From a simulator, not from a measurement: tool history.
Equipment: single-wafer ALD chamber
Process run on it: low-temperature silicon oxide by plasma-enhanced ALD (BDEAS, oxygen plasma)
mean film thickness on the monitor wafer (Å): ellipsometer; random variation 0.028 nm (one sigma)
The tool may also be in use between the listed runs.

| run | hour | heater temperature setpoint (K) | number of ALD cycles (cycles) | mean film thickness on the monitor wafer (Å) |
|---|---|---|---|---|
| 1 | 0 | 393.15 | 52 | 69.318 |
| 2 | 4.5 | 391.15 | 53 | 70.338 |
| 3 | 6.8 | 391.15 | 56 | 74.769 |
| 4 | 12.7 | 390.15 | 57 | 76.477 |
| 5 | 14.8 | 389.15 | 57 | 76.109 |
| 6 | 17.6 | 381.15 | 57 | 78.3 |
| 7 | 25.9 | 381.15 | 57 | 77.689 |

Run 8 is up next; what results do you expect?
| 8 | 26.6 | 380.15 | 57 | ? |

Run 8 gave mean film thickness on the monitor wafer (Å) 78.01.
